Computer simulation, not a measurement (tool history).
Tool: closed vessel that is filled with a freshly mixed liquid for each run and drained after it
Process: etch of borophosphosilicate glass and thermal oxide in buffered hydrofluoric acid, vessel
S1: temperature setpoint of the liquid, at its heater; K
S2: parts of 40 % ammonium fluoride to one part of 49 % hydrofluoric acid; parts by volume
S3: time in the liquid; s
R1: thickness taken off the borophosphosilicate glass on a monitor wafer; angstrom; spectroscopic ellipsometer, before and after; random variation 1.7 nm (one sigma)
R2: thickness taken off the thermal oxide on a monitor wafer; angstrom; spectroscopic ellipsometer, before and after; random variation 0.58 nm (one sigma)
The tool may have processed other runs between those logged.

run	day	S1	S2	S3	R1	R2
1	0.000	297.15	9.0	60	1599.7	749.76
2	0.354	299.65	9.0	60	1810.5	861.32
3	0.458	301.15	9.0	60	1983.9	935.78
4	0.479	302.65	9.0	60	2128.8	1006.50
5	0.838	303.65	9.0	60	2224.3	1061.80
6	1.071	304.15	9.0	60	2295.0	1091.40
7	1.408	304.65	9.0	60	2337.6	1115.90

Predict the results of run 8:
8	1.758	305.15	8.5	60	?	?

{"run 8": {"R1": 2577.2, "R2": 1225.7}}
